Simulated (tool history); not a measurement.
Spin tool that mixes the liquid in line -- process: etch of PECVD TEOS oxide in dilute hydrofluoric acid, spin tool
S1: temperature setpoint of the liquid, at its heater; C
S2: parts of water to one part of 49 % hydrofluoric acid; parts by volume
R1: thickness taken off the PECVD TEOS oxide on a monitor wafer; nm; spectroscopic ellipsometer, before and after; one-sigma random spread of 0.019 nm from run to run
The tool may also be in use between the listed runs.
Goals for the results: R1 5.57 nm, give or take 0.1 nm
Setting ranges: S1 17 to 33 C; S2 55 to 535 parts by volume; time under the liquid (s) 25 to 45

{"run": 1, "hour": 0.0, "S1": 25, "S2": 295, "time under the liquid (s)": 45, "R1": 2.2448}
{"run": 2, "hour": 6.3, "S1": 26, "S2": 270, "time under the liquid (s)": 45, "R1": 2.618}
{"run": 3, "hour": 15.1, "S1": 26, "S2": 190, "time under the liquid (s)": 45, "R1": 4.0698}
{"run": 4, "hour": 22.5, "S1": 27, "S2": 190, "time under the liquid (s)": 45, "R1": 4.2433}
{"run": 5, "hour": 30.0, "S1": 28, "S2": 190, "time under the liquid (s)": 45, "R1": 4.339}
{"run": 6, "hour": 35.5, "S1": 28, "S2": 190, "time under the liquid (s)": 25, "R1": 2.4352}
{"run": 7, "hour": 40.1, "S1": 32, "S2": 70, "time under the liquid (s)": 30, "R1": 10.79}
{"run": 8, "hour": 47.3, "S1": 28, "S2": 70, "time under the liquid (s)": 30, "R1": 9.2189}

Below are 4 possible settings for the next run. Only one of them brings all results inside the allowed miss of their targets. Which is it?
{"run": "A", "hour": 54.5, "S1": 31, "S2": 115, "time under the liquid (s)": 25, "R1": "?"}
{"run": "B", "hour": 54.5, "S1": 27, "S2": 90, "time under the liquid (s)": 25, "R1": "?"}
{"run": "C", "hour": 54.5, "S1": 25, "S2": 55, "time under the liquid (s)": 45, "R1": "?"}
{"run": "D", "hour": 54.5, "S1": 30.5, "S2": 85, "time under the liquid (s)": 45, "R1": "?"}

move=A R1=4.9632
move=B R1=5.6436
move=C R1=16.093
move=D R1=12.387
A: takes the biggest miss from the last run beyond its target
B: hits every target within its allowed miss
C: misses by more than the last run did
D: misses by more than the last run did
So the answer is move B, the one that meets all the targets.
